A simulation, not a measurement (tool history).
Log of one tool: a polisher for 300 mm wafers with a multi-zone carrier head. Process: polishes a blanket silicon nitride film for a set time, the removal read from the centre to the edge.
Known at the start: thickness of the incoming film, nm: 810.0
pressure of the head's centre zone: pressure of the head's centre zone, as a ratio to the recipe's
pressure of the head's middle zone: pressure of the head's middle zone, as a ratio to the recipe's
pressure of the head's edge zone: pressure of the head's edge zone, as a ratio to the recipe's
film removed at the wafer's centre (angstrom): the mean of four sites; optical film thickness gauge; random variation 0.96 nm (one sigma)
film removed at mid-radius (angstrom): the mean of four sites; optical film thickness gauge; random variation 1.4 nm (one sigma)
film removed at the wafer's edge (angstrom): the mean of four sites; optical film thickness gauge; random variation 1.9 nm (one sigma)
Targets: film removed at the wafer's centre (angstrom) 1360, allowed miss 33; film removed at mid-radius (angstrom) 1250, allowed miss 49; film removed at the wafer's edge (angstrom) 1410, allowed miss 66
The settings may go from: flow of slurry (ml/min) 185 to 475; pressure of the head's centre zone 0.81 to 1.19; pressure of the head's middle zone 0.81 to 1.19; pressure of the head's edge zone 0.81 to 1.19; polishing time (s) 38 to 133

run	day	flow of slurry (ml/min)	pressure of the head's centre zone	pressure of the head's middle zone	pressure of the head's edge zone	polishing time (s)	film removed at the wafer's centre (angstrom)	film removed at mid-radius (angstrom)	film removed at the wafer's edge (angstrom)
1	0	305	1	1	1	85	1552.3	1566.5	1525.7
2	0.188	300	0.98	0.95	0.99	84	1518.8	1458.3	1491.6
3	0.458	300	0.98	0.95	0.95	84	1511.2	1464.4	1448.2
4	0.825	300	0.98	0.95	0.95	93	1665.6	1592.5	1565.2
5	0.983	300	0.98	1.02	0.95	93	1682.5	1749	1636.1
6	1.238	300	0.98	1.02	0.88	93	1670.3	1704.3	1529.4
7	1.512	245	0.89	0.92	0.93	82	1304	1378.9	1365.2
8	1.633	250	0.9	0.89	0.95	82	1326.5	1315.1	1402.5

5 next moves are on the table. One of them brings every result within its allowed miss. Which?
A	1.754	285	0.95	0.86	0.9	77	?	?	?
B	1.754	280	0.87	0.92	0.98	86	?	?	?
C	1.754	195	0.93	1	0.86	84	?	?	?
D	1.754	240	0.93	0.83	0.95	83	?	?	?
E	1.754	260	0.87	0.84	0.95	83	?	?	?

move	film removed at the wafer's centre (angstrom)	film removed at mid-radius (angstrom)	film removed at the wafer's edge (angstrom)
A	1318.8	1230.8	1264.4
B	1345.4	1451	1466.1
C	1325.8	1441.1	1294.1
D	1357.9	1260.8	1375.3
E	1284.8	1287.4	1386.2
A: brings the result that was furthest off to its target, and leaves another outside
B: further off than the last run
C: further off than the last run
D: meets every target
E: brings the result that was furthest off to its target, and leaves another outside
The right move is D.
